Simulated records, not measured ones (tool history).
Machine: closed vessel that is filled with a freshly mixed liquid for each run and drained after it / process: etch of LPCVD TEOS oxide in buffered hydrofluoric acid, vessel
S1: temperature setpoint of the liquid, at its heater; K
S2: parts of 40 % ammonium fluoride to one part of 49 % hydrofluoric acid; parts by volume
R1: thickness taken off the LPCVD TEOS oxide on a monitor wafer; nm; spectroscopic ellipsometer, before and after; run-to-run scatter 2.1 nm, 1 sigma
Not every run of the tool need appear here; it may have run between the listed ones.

run 1 day=0 | S1=295.15 S2=9.5 time_in_the_liquid_(s)=35 | R1=138.53
run 2 day=0.233 | S1=295.15 S2=9.5 time_in_the_liquid_(s)=30 | R1=120.02
run 3 day=0.267 | S1=295.15 S2=9.5 time_in_the_liquid_(s)=35 | R1=139.57
run 4 day=0.604 | S1=297.15 S2=9.5 time_in_the_liquid_(s)=35 | R1=156.63
run 5 day=0.892 | S1=298.65 S2=9.5 time_in_the_liquid_(s)=35 | R1=169.51
run 6 day=1.133 | S1=298.65 S2=11 time_in_the_liquid_(s)=35 | R1=149.44
run 7 day=1.438 | S1=300.15 S2=10.5 time_in_the_liquid_(s)=35 | R1=168.05

For run 8, what comes out?
run 8 day=1.754 | S1=301.15 S2=10 time_in_the_liquid_(s)=35 | R1=?

Logged for run 8: R1 187.66 nm.
